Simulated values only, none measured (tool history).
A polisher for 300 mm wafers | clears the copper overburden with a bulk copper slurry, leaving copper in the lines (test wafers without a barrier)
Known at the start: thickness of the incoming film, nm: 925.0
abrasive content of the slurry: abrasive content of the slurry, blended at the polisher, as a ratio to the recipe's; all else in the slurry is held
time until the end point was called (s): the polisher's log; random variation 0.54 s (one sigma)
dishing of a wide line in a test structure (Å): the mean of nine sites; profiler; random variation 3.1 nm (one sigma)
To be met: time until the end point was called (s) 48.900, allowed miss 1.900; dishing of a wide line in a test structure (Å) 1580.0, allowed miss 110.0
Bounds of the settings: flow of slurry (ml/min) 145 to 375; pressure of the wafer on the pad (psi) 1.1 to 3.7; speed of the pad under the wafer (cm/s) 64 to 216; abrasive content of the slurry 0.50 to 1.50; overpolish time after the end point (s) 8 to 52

| run | hour | flow of slurry (ml/min) | pressure of the wafer on the pad (psi) | speed of the pad under the wafer (cm/s) | abrasive content of the slurry | overpolish time after the end point (s) | time until the end point was called (s) | dishing of a wide line in a test structure (Å) |
|---|---|---|---|---|---|---|---|---|
| 1 | 0.0 | 240 | 2.4 | 140 | 1.00 | 26 | 76.922 | 1336.5 |
| 2 | 3.7 | 240 | 2.4 | 140 | 1.20 | 26 | 72.437 | 1299.7 |
| 3 | 6.0 | 195 | 2.4 | 140 | 1.20 | 26 | 73.735 | 1270.5 |
| 4 | 8.1 | 195 | 2.4 | 140 | 1.20 | 22 | 74.247 | 1237.9 |
| 5 | 15.4 | 195 | 2.4 | 168 | 1.20 | 22 | 61.385 | 1324.6 |
| 6 | 22.6 | 160 | 2.4 | 168 | 1.20 | 22 | 65.100 | 1283.5 |
| 7 | 26.3 | 185 | 2.5 | 168 | 1.20 | 23 | 60.731 | 1345.4 |
| 8 | 33.6 | 200 | 2.6 | 168 | 1.20 | 24 | 57.554 | 1395.7 |

Which of these 4 next moves meets every target?
| A | 40.9 | 265 | 2.2 | 150 | 1.35 | 42 | ? | ? |
| B | 40.9 | 295 | 2.8 | 170 | 1.00 | 30 | ? | ? |
| C | 40.9 | 190 | 2.6 | 200 | 1.20 | 33 | ? | ? |
| D | 40.9 | 145 | 2.6 | 172 | 1.05 | 34 | ? | ? |

| move | time until the end point was called (s) | dishing of a wide line in a test structure (Å) |
|---|---|---|
| A | 69.957 | 1421.7 |
| B | 53.491 | 1519.2 |
| C | 48.480 | 1523.8 |
| D | 60.125 | 1488.0 |
A: further off than the last run
B: nearer than the last run, and not there yet
C: meets every target
D: further off than the last run
The right move is C.
